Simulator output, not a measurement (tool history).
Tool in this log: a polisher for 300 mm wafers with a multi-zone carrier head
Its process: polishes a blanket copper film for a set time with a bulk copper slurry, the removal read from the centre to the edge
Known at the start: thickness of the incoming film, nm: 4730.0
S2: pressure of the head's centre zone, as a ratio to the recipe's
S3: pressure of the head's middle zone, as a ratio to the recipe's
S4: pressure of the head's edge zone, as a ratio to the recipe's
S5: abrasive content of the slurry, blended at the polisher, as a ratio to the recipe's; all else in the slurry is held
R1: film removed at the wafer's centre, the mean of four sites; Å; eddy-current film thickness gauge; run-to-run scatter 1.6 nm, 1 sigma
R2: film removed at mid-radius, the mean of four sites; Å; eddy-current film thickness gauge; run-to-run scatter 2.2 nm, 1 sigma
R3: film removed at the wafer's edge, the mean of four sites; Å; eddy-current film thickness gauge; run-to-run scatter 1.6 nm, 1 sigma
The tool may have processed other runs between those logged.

{"run": 1, "hour": 0.0, "flow of slurry (ml/min)": 185, "S2": 1.0, "S3": 1.0, "S4": 1.0, "S5": 1.0, "polishing time (s)": 35, "R1": 3097.6, "R2": 3065.0, "R3": 3155.0}
{"run": 2, "hour": 1.3, "flow of slurry (ml/min)": 175, "S2": 0.97, "S3": 1.0, "S4": 0.99, "S5": 0.9, "polishing time (s)": 35, "R1": 2873.6, "R2": 2998.2, "R3": 3057.1}
{"run": 3, "hour": 7.6, "flow of slurry (ml/min)": 170, "S2": 0.94, "S3": 0.99, "S4": 0.96, "S5": 0.85, "polishing time (s)": 35, "R1": 2724.0, "R2": 2950.6, "R3": 2993.1}
{"run": 4, "hour": 13.5, "flow of slurry (ml/min)": 165, "S2": 0.92, "S3": 0.99, "S4": 0.94, "S5": 0.8, "polishing time (s)": 35, "R1": 2633.2, "R2": 2830.7, "R3": 2919.9}
{"run": 5, "hour": 21.2, "flow of slurry (ml/min)": 160, "S2": 0.9, "S3": 1.0, "S4": 0.92, "S5": 0.75, "polishing time (s)": 35, "R1": 2525.9, "R2": 2824.5, "R3": 2809.4}
{"run": 6, "hour": 23.6, "flow of slurry (ml/min)": 160, "S2": 0.9, "S3": 1.0, "S4": 0.92, "S5": 0.55, "polishing time (s)": 35, "R1": 2381.6, "R2": 2650.7, "R3": 2704.5}
{"run": 7, "hour": 25.8, "flow of slurry (ml/min)": 155, "S2": 0.88, "S3": 1.0, "S4": 0.91, "S5": 0.55, "polishing time (s)": 35, "R1": 2278.9, "R2": 2617.4, "R3": 2682.1}

Run 8 is up next; what results do you expect?
{"run": 8, "hour": 30.6, "flow of slurry (ml/min)": 120, "S2": 0.83, "S3": 1.03, "S4": 0.81, "S5": 0.5, "polishing time (s)": 35, "R1": "?", "R2": "?", "R3": "?"}

{"run 8": {"R1": 1998.0, "R2": 2460.8, "R3": 2398.0}}

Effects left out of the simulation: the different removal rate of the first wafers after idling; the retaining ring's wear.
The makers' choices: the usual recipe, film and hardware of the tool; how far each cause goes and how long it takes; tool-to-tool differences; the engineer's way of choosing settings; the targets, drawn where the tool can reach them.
